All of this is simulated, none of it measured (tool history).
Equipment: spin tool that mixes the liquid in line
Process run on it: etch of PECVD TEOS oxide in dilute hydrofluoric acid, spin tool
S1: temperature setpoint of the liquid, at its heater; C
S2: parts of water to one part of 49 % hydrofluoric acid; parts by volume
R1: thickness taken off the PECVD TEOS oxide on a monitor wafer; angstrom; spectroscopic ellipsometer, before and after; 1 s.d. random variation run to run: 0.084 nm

run 1 hour=0 | S1=20 S2=185 time_under_the_liquid_(s)=180 | R1=177.72
run 2 hour=5 | S1=19.5 S2=185 time_under_the_liquid_(s)=180 | R1=173.69
run 3 hour=10.1 | S1=19 S2=185 time_under_the_liquid_(s)=180 | R1=170.7
run 4 hour=15.9 | S1=19 S2=150 time_under_the_liquid_(s)=180 | R1=218.77
run 5 hour=21.9 | S1=18.5 S2=155 time_under_the_liquid_(s)=180 | R1=205.93
run 6 hour=27.5 | S1=18.5 S2=120 time_under_the_liquid_(s)=180 | R1=273.56
run 7 hour=33.8 | S1=17 S2=190 time_under_the_liquid_(s)=180 | R1=152.96

Predict the results of run 8:
-- hour=34.6 hydrofluoric acid flow meter replaced
run 8 hour=34.6 | S1=17.5 S2=190 time_under_the_liquid_(s)=180 | R1=?

Logged for run 8: R1 173.43 angstrom.
